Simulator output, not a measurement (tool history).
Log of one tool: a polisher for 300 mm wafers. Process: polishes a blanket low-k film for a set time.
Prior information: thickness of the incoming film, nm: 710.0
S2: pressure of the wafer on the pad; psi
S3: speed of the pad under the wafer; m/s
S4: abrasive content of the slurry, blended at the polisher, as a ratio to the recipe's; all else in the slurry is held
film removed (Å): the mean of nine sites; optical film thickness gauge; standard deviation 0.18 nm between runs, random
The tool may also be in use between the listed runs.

Run 1, hour 0.0: flow of slurry (ml/min) 215, S2 1.9 psi, S3 0.90 m/s, S4 1.0, polishing time (s) 51. Result: film removed (Å) 184.480.
Run 2, hour 1.7: flow of slurry (ml/min) 220, S2 2.0 psi, S3 0.90 m/s, S4 1.0, polishing time (s) 51. Result: film removed (Å) 192.110.
Run 3, hour 5.1: flow of slurry (ml/min) 220, S2 1.6 psi, S3 0.90 m/s, S4 1.0, polishing time (s) 51. Result: film removed (Å) 160.400.
Run 4, hour 10.5: flow of slurry (ml/min) 220, S2 1.3 psi, S3 0.90 m/s, S4 1.0, polishing time (s) 51. Result: film removed (Å) 139.030.
Run 5, hour 11.9: flow of slurry (ml/min) 220, S2 1.3 psi, S3 0.70 m/s, S4 1.0, polishing time (s) 51. Result: film removed (Å) 117.210.
Run 6, hour 14.6: flow of slurry (ml/min) 220, S2 1.3 psi, S3 0.50 m/s, S4 1.0, polishing time (s) 51. Result: film removed (Å) 97.628.
Run 7, hour 19.7: flow of slurry (ml/min) 220, S2 1.3 psi, S3 0.50 m/s, S4 1.0, polishing time (s) 51. Result: film removed (Å) 97.073.
Run 8, hour 26.5: flow of slurry (ml/min) 225, S2 1.5 psi, S3 0.52 m/s, S4 1.0, polishing time (s) 51. Result: film removed (Å) 110.890.
Run 9, hour 34.2: flow of slurry (ml/min) 260, S2 2.1 psi, S3 0.54 m/s, S4 1.0, polishing time (s) 51. Result: film removed (Å) 149.790.
Run 10, hour 37.9: flow of slurry (ml/min) 260, S2 2.2 psi, S3 0.54 m/s, S4 1.0, polishing time (s) 51. Result: film removed (Å) 153.130.
Run 11, hour 45.7: flow of slurry (ml/min) 280, S2 2.8 psi, S3 0.68 m/s, S4 1.0, polishing time (s) 51. Result: film removed (Å) 212.400.

The next listed run, before its measurement:
Run 12, hour 50.9: flow of slurry (ml/min) 280, S2 2.9 psi, S3 0.72 m/s, S4 1.0, polishing time (s) 51. Result: film removed (Å) ?.

film removed (Å): 229.670
